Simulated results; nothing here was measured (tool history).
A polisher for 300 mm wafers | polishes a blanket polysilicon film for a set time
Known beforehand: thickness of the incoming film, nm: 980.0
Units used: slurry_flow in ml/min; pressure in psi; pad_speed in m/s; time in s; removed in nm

run	hour	slurry_flow	pressure	pad_speed	time	removed
1	0	165	2.8	1.2	45	535.93
2	3.2	165	2.8	1.34	45	579.52
3	8.7	165	3.1	1.36	45	651.19
4	11.9	165	3.4	1.38	45	743.16
5	17.2	165	3.4	1.38	45	727.53
6	19.2	165	3.6	1.38	45	783.26
7	24.6	165	3.6	1.38	45	759.04

Forecast run 8:
8	28	165	3.8	1.4	45	?

removed: 811.49 nm
